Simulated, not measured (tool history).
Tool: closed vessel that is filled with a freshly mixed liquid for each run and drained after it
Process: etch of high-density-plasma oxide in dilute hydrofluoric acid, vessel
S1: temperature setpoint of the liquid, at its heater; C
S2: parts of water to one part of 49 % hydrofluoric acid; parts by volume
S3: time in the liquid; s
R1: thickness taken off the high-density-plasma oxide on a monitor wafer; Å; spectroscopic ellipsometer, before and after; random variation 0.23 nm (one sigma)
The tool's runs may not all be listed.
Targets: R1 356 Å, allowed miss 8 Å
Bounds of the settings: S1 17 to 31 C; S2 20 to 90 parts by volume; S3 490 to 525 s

| run | hour | S1 | S2 | S3 | R1 |
|---|---|---|---|---|---|
| 1 | 0 | 23 | 50 | 490 | 403.51 |
| 2 | 9.4 | 22 | 50 | 490 | 389.89 |
| 3 | 14.1 | 21.5 | 50 | 490 | 381.46 |
| 4 | 16.4 | 21.5 | 50 | 525 | 409.54 |
| 5 | 25.1 | 21.5 | 50 | 525 | 408.13 |
| 6 | 26.8 | 21 | 50 | 525 | 395.4 |
| 7 | 29.3 | 20.5 | 50 | 525 | 390.66 |
| 8 | 30.4 | 20 | 50 | 525 | 384.71 |
| 9 | 32.9 | 20 | 50 | 525 | 383.45 |
| 10 | 42 | 20 | 50 | 525 | 383.17 |

5 next moves are on the table. One of them brings every result within its allowed miss. Which?
| A | 51.1 | 22.5 | 60 | 505 | ? |
| B | 51.1 | 18 | 45 | 515 | ? |
| C | 51.1 | 20.5 | 55 | 525 | ? |
| D | 51.1 | 17 | 45 | 525 | ? |
| E | 51.1 | 19 | 45 | 490 | ? |

| move | R1 |
|---|---|
| A | 336.27 |
| B | 385.79 |
| C | 353.3 |
| D | 376.61 |
| E | 383.18 |
A: takes the result that was furthest off past its target
B: further off than the last run
C: meets every target
D: nearer than the last run, and not there yet
E: as far off as the last run
Move C is the one to make.
